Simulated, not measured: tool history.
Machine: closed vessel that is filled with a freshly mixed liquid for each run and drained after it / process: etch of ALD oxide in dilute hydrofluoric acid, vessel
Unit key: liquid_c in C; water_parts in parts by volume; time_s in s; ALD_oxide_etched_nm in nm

Run 1, hour 0.0: liquid_c 20.0 C, water_parts 85 parts by volume, time_s 240 s. Result: ALD_oxide_etched_nm 25.668 nm.
Run 2, hour 2.7: liquid_c 20.0 C, water_parts 85 parts by volume, time_s 260 s. Result: ALD_oxide_etched_nm 27.896 nm.
Run 3, hour 9.7: liquid_c 22.0 C, water_parts 80 parts by volume, time_s 260 s. Result: ALD_oxide_etched_nm 32.270 nm.
Run 4, hour 16.9: liquid_c 23.5 C, water_parts 75 parts by volume, time_s 260 s. Result: ALD_oxide_etched_nm 36.961 nm.
Run 5, hour 24.7: liquid_c 24.5 C, water_parts 75 parts by volume, time_s 260 s. Result: ALD_oxide_etched_nm 38.607 nm.
Run 6, hour 28.3: liquid_c 26.5 C, water_parts 75 parts by volume, time_s 260 s. Result: ALD_oxide_etched_nm 41.846 nm.

Predict the results of run 7:
Run 7, hour 29.4: liquid_c 27.0 C, water_parts 75 parts by volume, time_s 260 s. Result: ALD_oxide_etched_nm ?.

ALD_oxide_etched_nm: 42.331 nm
